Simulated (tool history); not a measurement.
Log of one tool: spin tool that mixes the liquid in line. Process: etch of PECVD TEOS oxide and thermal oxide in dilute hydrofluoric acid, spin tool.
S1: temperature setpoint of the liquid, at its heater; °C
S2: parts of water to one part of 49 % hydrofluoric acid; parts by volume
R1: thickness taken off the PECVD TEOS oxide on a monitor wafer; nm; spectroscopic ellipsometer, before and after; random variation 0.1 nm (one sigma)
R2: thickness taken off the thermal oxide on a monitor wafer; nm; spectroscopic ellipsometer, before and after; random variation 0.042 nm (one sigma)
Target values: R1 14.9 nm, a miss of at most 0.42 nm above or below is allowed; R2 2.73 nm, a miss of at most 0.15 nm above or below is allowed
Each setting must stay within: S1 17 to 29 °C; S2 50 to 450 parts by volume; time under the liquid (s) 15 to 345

Run 1, day 0: S1 21 °C, S2 250 parts by volume, time under the liquid (s) 175. Result: R1 12.935 nm, R2 2.4047 nm.
Run 2, day 0.088: S1 18.5 °C, S2 250 parts by volume, time under the liquid (s) 175. Result: R1 11.7 nm, R2 2.1627 nm.
Run 3, day 0.171: S1 18.5 °C, S2 250 parts by volume, time under the liquid (s) 145. Result: R1 9.8363 nm, R2 1.7761 nm.
Run 4, day 0.392: S1 21 °C, S2 245 parts by volume, time under the liquid (s) 145. Result: R1 11.015 nm, R2 2.0261 nm.
Run 5, day 0.483: S1 19.5 °C, S2 245 parts by volume, time under the liquid (s) 145. Result: R1 10.481 nm, R2 1.9011 nm.
Run 6, day 0.683: S1 21.5 °C, S2 240 parts by volume, time under the liquid (s) 145. Result: R1 11.467 nm, R2 2.0995 nm.
Run 7, day 0.929: S1 23.5 °C, S2 240 parts by volume, time under the liquid (s) 145. Result: R1 12.432 nm, R2 2.3597 nm.
Run 8, day 1.138: S1 24.5 °C, S2 205 parts by volume, time under the liquid (s) 145. Result: R1 15.611 nm, R2 2.8398 nm.

Consider the 4 candidate settings below. Which is the only one whose results all fall within their allowed miss of target?
Run A, day 1.346: S1 24 °C, S2 255 parts by volume, time under the liquid (s) 185. Result: R1 ?, R2 ?.
Run B, day 1.346: S1 24.5 °C, S2 230 parts by volume, time under the liquid (s) 175. Result: R1 ?, R2 ?.
Run C, day 1.346: S1 22.5 °C, S2 190 parts by volume, time under the liquid (s) 155. Result: R1 ?, R2 ?.
Run D, day 1.346: S1 26.5 °C, S2 235 parts by volume, time under the liquid (s) 175. Result: R1 ?, R2 ?.

move      R1      R2
   A  14.649   2.731
   B  16.051  2.9923
   C  16.671  3.1079
   D  16.778  3.1277
A: meets every target
B: moves away from the targets compared with the last run
C: moves away from the targets compared with the last run
D: moves away from the targets compared with the last run
A meets every target.

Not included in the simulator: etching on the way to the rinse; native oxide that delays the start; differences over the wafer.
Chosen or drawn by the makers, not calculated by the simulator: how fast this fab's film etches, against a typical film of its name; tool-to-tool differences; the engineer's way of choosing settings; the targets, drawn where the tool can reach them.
